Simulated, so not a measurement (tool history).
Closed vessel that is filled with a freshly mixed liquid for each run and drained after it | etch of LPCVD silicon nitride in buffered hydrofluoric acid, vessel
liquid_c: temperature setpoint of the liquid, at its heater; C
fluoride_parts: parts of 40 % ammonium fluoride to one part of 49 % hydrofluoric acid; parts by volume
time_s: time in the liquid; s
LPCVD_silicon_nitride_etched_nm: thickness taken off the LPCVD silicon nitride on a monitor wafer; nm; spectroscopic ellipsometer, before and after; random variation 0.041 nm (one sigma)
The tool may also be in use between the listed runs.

run	hour	liquid_c	fluoride_parts	time_s	LPCVD_silicon_nitride_etched_nm
1	0	20	19.5	965	4.962
2	5.4	20	19.5	760	3.8552
3	10.9	18	19.5	760	3.4721
4	12.3	20	19.5	760	3.8733
5	15.9	22	19.5	760	4.3249
6	19	23.5	19	760	4.8456
7	27.5	24.5	19	760	5.155
8	28.7	25	19	760	5.2617

Forecast run 9:
9	33.5	25.5	19	760	?

Run 9 gave LPCVD_silicon_nitride_etched_nm 5.4264 nm.

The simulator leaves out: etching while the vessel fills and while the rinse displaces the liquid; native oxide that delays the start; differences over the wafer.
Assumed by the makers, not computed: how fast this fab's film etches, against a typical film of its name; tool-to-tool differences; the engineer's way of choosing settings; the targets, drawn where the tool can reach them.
